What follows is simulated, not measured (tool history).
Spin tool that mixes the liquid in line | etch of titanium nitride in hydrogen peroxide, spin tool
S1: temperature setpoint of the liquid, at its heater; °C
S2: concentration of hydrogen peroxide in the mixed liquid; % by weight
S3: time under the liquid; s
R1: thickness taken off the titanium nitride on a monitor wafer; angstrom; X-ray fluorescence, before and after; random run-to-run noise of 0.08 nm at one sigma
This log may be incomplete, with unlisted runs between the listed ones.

{"run": 1, "day": 0.0, "S1": 44, "S2": 20, "S3": 315, "R1": 108.98}
{"run": 2, "day": 0.25, "S1": 44, "S2": 17.5, "S3": 315, "R1": 106.27}
{"run": 3, "day": 0.583, "S1": 50.5, "S2": 17.5, "S3": 315, "R1": 172.2}
{"run": 4, "day": 0.692, "S1": 55, "S2": 17.5, "S3": 315, "R1": 236.28}
{"run": 5, "day": 0.725, "S1": 52.5, "S2": 17.5, "S3": 315, "R1": 198.18}
{"run": 6, "day": 0.754, "S1": 52.5, "S2": 13.5, "S3": 315, "R1": 186.98}

Estimate the outcome of run 7 from the log above:
{"run": 7, "day": 1.0, "S1": 52.5, "S2": 13.5, "S3": 315, "R1": "?"}

R1: 188.1 angstrom
